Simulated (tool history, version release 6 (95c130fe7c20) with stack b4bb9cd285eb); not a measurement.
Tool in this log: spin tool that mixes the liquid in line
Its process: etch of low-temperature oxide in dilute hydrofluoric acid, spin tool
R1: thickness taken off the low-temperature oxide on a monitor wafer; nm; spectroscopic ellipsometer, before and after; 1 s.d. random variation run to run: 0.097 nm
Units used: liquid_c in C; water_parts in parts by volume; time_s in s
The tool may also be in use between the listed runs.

Run 1, day 0: liquid_c 26 C, water_parts 260 parts by volume, time_s 120 s. Result: R1 14.955 nm.
Run 2, day 0.338: liquid_c 26 C, water_parts 330 parts by volume, time_s 120 s. Result: R1 10.951 nm.
Run 3, day 0.383: liquid_c 29.5 C, water_parts 330 parts by volume, time_s 120 s. Result: R1 12.169 nm.
Run 4, day 0.608: liquid_c 31 C, water_parts 330 parts by volume, time_s 120 s. Result: R1 12.842 nm.
Run 5, day 0.983: liquid_c 31 C, water_parts 245 parts by volume, time_s 120 s. Result: R1 19.12 nm.
Run 6, day 1.054: liquid_c 34 C, water_parts 245 parts by volume, time_s 120 s. Result: R1 20.974 nm.
Run 7, day 1.196: liquid_c 30 C, water_parts 250 parts by volume, time_s 120 s. Result: R1 17.931 nm.
Run 8, day 1.558: liquid_c 27.5 C, water_parts 250 parts by volume, time_s 120 s. Result: R1 16.573 nm.
Run 9, day 1.712: liquid_c 25.5 C, water_parts 250 parts by volume, time_s 120 s. Result: R1 15.326 nm.

The next listed run, before its measurement:
Run 10, day 1.758: liquid_c 24.5 C, water_parts 250 parts by volume, time_s 120 s. Result: R1 ?.

Run 10 gave R1 14.994 nm.

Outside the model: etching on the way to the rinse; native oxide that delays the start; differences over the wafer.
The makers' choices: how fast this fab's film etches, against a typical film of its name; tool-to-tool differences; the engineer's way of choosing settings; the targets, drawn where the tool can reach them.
